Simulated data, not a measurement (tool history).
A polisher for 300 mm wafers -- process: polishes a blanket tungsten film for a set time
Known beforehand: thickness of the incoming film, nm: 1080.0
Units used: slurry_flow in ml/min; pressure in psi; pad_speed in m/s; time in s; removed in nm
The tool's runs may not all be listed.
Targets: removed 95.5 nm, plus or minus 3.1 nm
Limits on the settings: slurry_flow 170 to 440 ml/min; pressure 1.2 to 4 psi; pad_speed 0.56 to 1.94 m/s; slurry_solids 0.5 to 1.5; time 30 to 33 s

run  hour  slurry_flow  pressure  pad_speed  slurry_solids  time  removed
  1     0          280       2.6       1.24              1    33   146.69
  2   3.5          255       2.6       1.24              1    33      145
  3  11.9          255       2.4       1.24              1    33   136.41
  4  13.3          255       2.2       1.24              1    33   124.95
  5  21.6          255       2.2       1.06              1    33   109.63
  6  24.1          255       2.2       1.06              1    33   111.34
  7  32.6          255       2.1       1.06              1    33   104.38
  8  39.8          255         2       1.06              1    33   100.65

5 candidate next runs follow, results not yet known. Just one meets every target within its allowed miss. Identify it.
  A    47          265       1.9       1.02           0.95    31        ?
  B    47          290       1.9       1.16           0.75    31        ?
  C    47          255       2.1        1.1           1.05    31        ?
  D    47          280       1.7       1.18            1.1    33        ?
  E    47          170         2       1.12           0.95    30        ?

move  removed
   A   87.186
   B   91.074
   C   104.34
   D   97.968
   E   91.033
A: moves the result that the last run missed by most past its target, out the other side
B: moves the result that the last run missed by most past its target, out the other side
C: moves away from the targets compared with the last run
D: all results in spec
E: moves the result that the last run missed by most past its target, out the other side
The move that meets every target is D.

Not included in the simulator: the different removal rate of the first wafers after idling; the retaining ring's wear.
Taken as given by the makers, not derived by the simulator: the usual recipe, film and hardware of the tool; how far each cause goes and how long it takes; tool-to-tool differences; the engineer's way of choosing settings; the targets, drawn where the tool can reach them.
